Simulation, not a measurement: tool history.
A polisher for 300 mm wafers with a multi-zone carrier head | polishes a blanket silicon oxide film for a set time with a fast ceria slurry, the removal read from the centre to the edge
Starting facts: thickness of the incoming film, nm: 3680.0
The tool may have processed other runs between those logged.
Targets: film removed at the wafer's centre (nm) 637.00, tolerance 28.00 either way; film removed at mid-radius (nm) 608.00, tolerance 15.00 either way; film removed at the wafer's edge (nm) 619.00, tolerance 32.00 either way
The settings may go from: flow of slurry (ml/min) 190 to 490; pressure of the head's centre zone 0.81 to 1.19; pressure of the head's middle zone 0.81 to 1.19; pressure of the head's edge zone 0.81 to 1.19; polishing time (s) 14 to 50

run	hour	flow of slurry (ml/min)	pressure of the head's centre zone	pressure of the head's middle zone	pressure of the head's edge zone	polishing time (s)	film removed at the wafer's centre (nm)	film removed at mid-radius (nm)	film removed at the wafer's edge (nm)
1	0.0	315	1.00	1.00	1.00	32	529.15	541.19	534.35
2	5.6	315	1.00	1.00	1.00	37	628.80	623.26	622.83
3	12.0	315	1.00	1.00	1.07	37	625.14	627.39	632.61
4	14.8	315	1.00	1.00	1.07	30	509.27	501.98	512.03
5	16.1	315	1.00	1.00	1.02	30	509.15	501.96	492.38
6	19.9	315	1.00	1.00	1.02	24	406.83	410.67	404.93
7	21.3	315	1.01	1.01	1.06	27	460.09	460.80	465.31
8	23.9	325	1.06	1.05	1.09	28	505.49	495.69	480.80
9	32.3	320	1.06	1.05	1.11	30	525.55	530.99	537.41
10	38.1	330	1.10	1.06	1.12	31	566.10	547.49	545.73
11	47.0	325	1.11	1.07	1.14	32	594.72	565.69	566.29
12	49.2	330	1.11	1.07	1.15	33	607.15	593.65	582.82
13	54.1	325	1.11	1.06	1.16	33	608.98	585.84	591.11
14	57.6	325	1.11	1.06	1.17	33	617.90	591.88	601.97

Consider the 4 candidate settings below. Which is the only one whose results all fall within their allowed miss of target?
A	61.1	360	0.99	1.00	1.19	34	?	?	?
B	61.1	315	1.11	0.93	1.14	35	?	?	?
C	61.1	380	1.10	1.04	1.14	34	?	?	?
D	61.1	340	1.19	1.06	1.00	34	?	?	?

move	film removed at the wafer's centre (nm)	film removed at mid-radius (nm)	film removed at the wafer's edge (nm)
A	582.87	583.75	629.18
B	651.79	561.95	627.77
C	640.78	603.79	617.20
D	678.37	606.53	573.67
A: moves away from the targets compared with the last run
B: moves away from the targets compared with the last run
C: meets every target
D: puts the biggest miss on target and leaves a different result outside tolerance
Move C is the one to make.
